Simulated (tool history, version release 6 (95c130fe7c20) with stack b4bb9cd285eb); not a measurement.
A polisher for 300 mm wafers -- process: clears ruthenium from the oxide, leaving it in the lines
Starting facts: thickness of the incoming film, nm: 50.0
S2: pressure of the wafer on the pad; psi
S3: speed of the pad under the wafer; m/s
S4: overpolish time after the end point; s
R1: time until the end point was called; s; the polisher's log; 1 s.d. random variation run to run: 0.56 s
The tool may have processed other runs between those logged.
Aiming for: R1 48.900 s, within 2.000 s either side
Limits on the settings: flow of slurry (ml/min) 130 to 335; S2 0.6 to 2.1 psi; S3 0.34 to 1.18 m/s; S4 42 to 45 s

{"run": 1, "day": 0.0, "flow of slurry (ml/min)": 215, "S2": 1.3, "S3": 0.76, "S4": 42, "R1": 79.841}
{"run": 2, "day": 0.338, "flow of slurry (ml/min)": 215, "S2": 1.4, "S3": 0.76, "S4": 42, "R1": 76.356}
{"run": 3, "day": 0.367, "flow of slurry (ml/min)": 215, "S2": 1.4, "S3": 0.76, "S4": 42, "R1": 75.412}
{"run": 4, "day": 0.692, "flow of slurry (ml/min)": 215, "S2": 1.5, "S3": 0.76, "S4": 42, "R1": 72.562}
{"run": 5, "day": 0.933, "flow of slurry (ml/min)": 215, "S2": 1.5, "S3": 0.76, "S4": 45, "R1": 72.12}
{"run": 6, "day": 1.075, "flow of slurry (ml/min)": 215, "S2": 1.6, "S3": 0.76, "S4": 45, "R1": 68.673}
{"run": 7, "day": 1.275, "flow of slurry (ml/min)": 215, "S2": 1.7, "S3": 0.78, "S4": 45, "R1": 63.812}
{"run": 8, "day": 1.383, "flow of slurry (ml/min)": 220, "S2": 2.1, "S3": 0.8, "S4": 45, "R1": 51.432}

Which one of the following 4 next-run settings gets every result inside its allowed miss? There is exactly one.
{"run": "A", "day": 1.492, "flow of slurry (ml/min)": 225, "S2": 2.1, "S3": 0.92, "S4": 42, "R1": "?"}
{"run": "B", "day": 1.492, "flow of slurry (ml/min)": 210, "S2": 2.1, "S3": 0.76, "S4": 45, "R1": "?"}
{"run": "C", "day": 1.492, "flow of slurry (ml/min)": 215, "S2": 2.1, "S3": 0.78, "S4": 44, "R1": "?"}
{"run": "D", "day": 1.492, "flow of slurry (ml/min)": 240, "S2": 1.8, "S3": 0.94, "S4": 45, "R1": "?"}

move=A R1=44.900
move=B R1=54.564
move=C R1=53.037
move=D R1=49.721
A: pushes the last run's worst result past its target
B: moves away from the targets compared with the last run
C: moves away from the targets compared with the last run
D: all results in spec
So the answer is move D, the one that meets all the targets.
